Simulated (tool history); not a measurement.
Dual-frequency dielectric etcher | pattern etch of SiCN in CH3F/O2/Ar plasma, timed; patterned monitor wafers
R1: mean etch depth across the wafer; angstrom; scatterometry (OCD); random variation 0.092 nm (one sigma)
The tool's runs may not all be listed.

run 1 hour=0.0 | source_power_(kW)=0.440 bias_power_(kW)=0.098 etch_time_(s)=46.5 | R1=210.90
run 2 hour=5.8 | source_power_(kW)=0.440 bias_power_(kW)=0.098 etch_time_(s)=42.5 | R1=193.88
run 3 hour=12.3 | source_power_(kW)=0.500 bias_power_(kW)=0.098 etch_time_(s)=42.5 | R1=200.61
run 4 hour=18.1 | source_power_(kW)=0.500 bias_power_(kW)=0.084 etch_time_(s)=42.5 | R1=189.32
run 5 hour=24.5 | source_power_(kW)=0.510 bias_power_(kW)=0.090 etch_time_(s)=42.5 | R1=194.04
run 6 hour=26.7 | source_power_(kW)=0.520 bias_power_(kW)=0.096 etch_time_(s)=42.5 | R1=201.23
run 7 hour=32.3 | source_power_(kW)=0.530 bias_power_(kW)=0.100 etch_time_(s)=42.5 | R1=204.84

Run 8 comes next. What will it give?
run 8 hour=40.5 | source_power_(kW)=0.540 bias_power_(kW)=0.104 etch_time_(s)=42.5 | R1=?

R1: 207.43 angstrom

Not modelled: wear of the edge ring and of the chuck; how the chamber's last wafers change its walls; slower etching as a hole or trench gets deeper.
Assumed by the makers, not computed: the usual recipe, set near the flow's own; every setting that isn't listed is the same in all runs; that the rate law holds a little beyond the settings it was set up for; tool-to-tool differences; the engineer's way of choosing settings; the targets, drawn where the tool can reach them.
